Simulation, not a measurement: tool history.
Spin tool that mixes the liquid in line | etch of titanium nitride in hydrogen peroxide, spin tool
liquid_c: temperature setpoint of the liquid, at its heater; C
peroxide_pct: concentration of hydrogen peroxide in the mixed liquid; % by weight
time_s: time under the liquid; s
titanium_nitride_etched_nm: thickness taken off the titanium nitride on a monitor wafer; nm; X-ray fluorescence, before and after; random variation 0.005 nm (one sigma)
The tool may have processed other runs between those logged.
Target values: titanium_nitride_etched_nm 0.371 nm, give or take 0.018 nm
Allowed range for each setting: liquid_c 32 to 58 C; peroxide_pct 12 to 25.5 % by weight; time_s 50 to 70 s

run  hour  liquid_c  peroxide_pct  time_s  titanium_nitride_etched_nm
  1     0        42          17.5      70                     0.92456
  2   5.9      35.5          17.5      70                     0.57389
  3    14        35            17      70                     0.54506
  4    17      34.5          16.5      70                     0.52654
  5  24.6        39          16.5      70                     0.73228
  6  26.4        39            19      70                     0.75962
  7  31.5        38          18.5      70                     0.70749
  8    34      37.5            18      70                     0.66633
  9  38.9        37          17.5      70                      0.6397
 10  41.4        32          13.5      50                     0.28305
 11    47      32.5          13.5      50                     0.30085
 12  47.5        33          13.5      50                      0.3156

Pick the move, out of 5, that brings all results within their allowed miss; only one does.
  A    48      32.5          14.5      50                           ?
  B    48        32          13.5      50                           ?
  C    48        37            14      50                           ?
  D    48        32          15.5      50                           ?
  E    48      35.5            12      50                           ?

move  titanium_nitride_etched_nm
   A                     0.31015
   B                     0.29342
   C                     0.44042
   D                     0.30207
   E                     0.37892
A: lands further from the targets than the last run did
B: lands further from the targets than the last run did
C: takes the biggest miss from the last run beyond its target
D: lands further from the targets than the last run did
E: meets every target
E meets every target.

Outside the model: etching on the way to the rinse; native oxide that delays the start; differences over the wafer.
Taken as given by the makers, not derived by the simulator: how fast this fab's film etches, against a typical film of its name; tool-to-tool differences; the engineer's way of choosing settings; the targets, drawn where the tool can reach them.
